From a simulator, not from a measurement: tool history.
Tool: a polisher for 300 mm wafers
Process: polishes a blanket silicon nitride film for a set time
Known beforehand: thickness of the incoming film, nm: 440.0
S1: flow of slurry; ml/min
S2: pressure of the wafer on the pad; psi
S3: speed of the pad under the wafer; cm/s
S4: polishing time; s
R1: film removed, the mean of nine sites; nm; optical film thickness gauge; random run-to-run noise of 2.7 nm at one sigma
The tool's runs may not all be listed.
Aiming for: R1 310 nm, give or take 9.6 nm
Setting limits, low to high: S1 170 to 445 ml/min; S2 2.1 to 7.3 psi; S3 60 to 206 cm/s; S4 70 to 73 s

run 1 hour=0 | S1=285 S2=4.7 S3=132 S4=70 | R1=218.97
run 2 hour=4.4 | S1=285 S2=4.9 S3=132 S4=70 | R1=222.91
run 3 hour=10.4 | S1=285 S2=5.1 S3=132 S4=70 | R1=237.1
run 4 hour=18.6 | S1=285 S2=5.2 S3=132 S4=70 | R1=239.03
run 5 hour=22.7 | S1=285 S2=5.2 S3=156 S4=70 | R1=267.03
run 6 hour=27.3 | S1=285 S2=5.3 S3=156 S4=70 | R1=275.9
run 7 hour=33.5 | S1=285 S2=5.4 S3=156 S4=70 | R1=273.9
run 8 hour=42.5 | S1=285 S2=5.5 S3=156 S4=70 | R1=280.21
run 9 hour=47.4 | S1=285 S2=5.6 S3=156 S4=70 | R1=285.6
run 10 hour=50.3 | S1=285 S2=5.9 S3=156 S4=70 | R1=294.28

Next run, 5 choices. One meets every target within its allowed miss, the rest don't. Which?
run A hour=53.2 | S1=285 S2=5.5 S3=168 S4=73 | R1=?
run B hour=53.2 | S1=285 S2=6.2 S3=164 S4=71 | R1=?
run C hour=53.2 | S1=310 S2=6.3 S3=158 S4=73 | R1=?
run D hour=53.2 | S1=295 S2=5.5 S3=152 S4=70 | R1=?
run E hour=53.2 | S1=320 S2=5.9 S3=142 S4=70 | R1=?

move=A R1=303.69
move=B R1=321.56
move=C R1=329.43
move=D R1=272.85
move=E R1=278.62
A: every result within its allowed miss
B: pushes the last run's worst result past its target
C: pushes the last run's worst result past its target
D: misses by more than the last run did
E: misses by more than the last run did
Go with A: it meets all targets.

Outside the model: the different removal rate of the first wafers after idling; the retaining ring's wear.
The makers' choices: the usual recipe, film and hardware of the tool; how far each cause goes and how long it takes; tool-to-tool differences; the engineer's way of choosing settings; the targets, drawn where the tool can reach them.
